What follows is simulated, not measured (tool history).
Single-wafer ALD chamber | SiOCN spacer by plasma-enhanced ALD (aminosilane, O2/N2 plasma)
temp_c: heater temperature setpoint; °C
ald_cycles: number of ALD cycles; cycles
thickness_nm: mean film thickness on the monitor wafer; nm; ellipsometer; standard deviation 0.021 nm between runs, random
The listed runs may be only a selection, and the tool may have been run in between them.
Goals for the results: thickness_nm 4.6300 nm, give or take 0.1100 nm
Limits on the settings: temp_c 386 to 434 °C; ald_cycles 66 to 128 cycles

run  hour  temp_c  ald_cycles  thickness_nm
  1   0.0     410          97        5.6977
  2   6.2     410         102        5.9054
  3  10.9     413          96        5.5331
  4  16.2     416          92        5.2414
  5  24.2     416          99        5.6841
     31.1  -- thermocouple changed; heater temperature recalibrated
  6  31.1     417          94        5.4282
  7  39.8     417          90        5.2210
  8  41.1     418          87        5.0465
  9  46.4     419          85        4.9353
 10  49.0     420          83        4.7447
 11  53.9     421          83        4.7691

Next run, 4 choices. One meets every target within its allowed miss, the rest don't. Which?
  A  58.8     422          77             ?
  B  58.8     433          83             ?
  C  58.8     416          77             ?
  D  58.8     425          78             ?

move  thickness_nm
   A        4.3731
   B        4.5680
   C        4.4469
   D        4.3925
A: moves the result that the last run missed by most past its target, out the other side
B: hits every target within its allowed miss
C: moves the result that the last run missed by most past its target, out the other side
D: moves the result that the last run missed by most past its target, out the other side
The move that meets every target is B.

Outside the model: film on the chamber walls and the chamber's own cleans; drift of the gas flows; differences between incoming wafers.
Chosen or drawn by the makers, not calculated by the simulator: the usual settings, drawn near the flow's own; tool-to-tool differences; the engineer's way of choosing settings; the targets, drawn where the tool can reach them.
